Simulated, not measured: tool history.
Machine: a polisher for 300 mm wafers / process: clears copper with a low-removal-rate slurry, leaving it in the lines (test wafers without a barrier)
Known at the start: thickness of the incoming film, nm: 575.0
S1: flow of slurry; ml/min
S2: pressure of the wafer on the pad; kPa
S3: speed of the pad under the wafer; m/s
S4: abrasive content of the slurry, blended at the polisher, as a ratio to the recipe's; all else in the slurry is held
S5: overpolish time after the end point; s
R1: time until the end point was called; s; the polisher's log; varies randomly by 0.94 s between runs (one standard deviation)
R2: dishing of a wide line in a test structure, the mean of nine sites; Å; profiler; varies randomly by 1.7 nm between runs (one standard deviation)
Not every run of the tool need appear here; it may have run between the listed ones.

run,hour,S1,S2,S3,S4,S5,R1,R2
1,0.0,145,22.8,1.04,1.0,24,136.72,558.34
2,3.9,145,22.8,1.24,1.0,24,119.99,612.74
3,6.0,150,24.1,1.24,1.0,25,111.14,655.13
4,10.2,155,24.8,1.24,1.0,26,108.27,651.13
5,17.4,155,24.8,1.24,0.9,26,111.47,646.53
6,24.7,155,25.5,1.24,0.9,27,109.13,682.55
7,28.1,155,25.5,1.24,0.9,27,108.45,683.68

Run 8, settings as shown, results not yet in. Your forecast:
8,30.8,160,26.2,1.24,0.9,28,?,?

Run 8 produced R1 105.90 s, R2 692.03 Å.
